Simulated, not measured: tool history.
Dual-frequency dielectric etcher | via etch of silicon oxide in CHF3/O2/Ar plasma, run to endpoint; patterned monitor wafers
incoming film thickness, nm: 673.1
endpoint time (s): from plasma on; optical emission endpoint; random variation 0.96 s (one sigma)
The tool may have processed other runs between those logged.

run	hour	source power (W)	bias power (W)	endpoint time (s)
1	0	670	186	312.07
2	4.2	690	186	309.18
3	9.3	710	186	302.2
4	17.4	820	186	280.52
5	25.8	820	216	269.77
6	30.7	790	215	275.27
7	37.5	770	214	278.98
8	46.1	750	214	282.5
9	50.3	730	214	288.28
10	52.3	720	214	289.35

Expected results for the next run?
11	58.8	710	214	?

endpoint time (s): 290.87
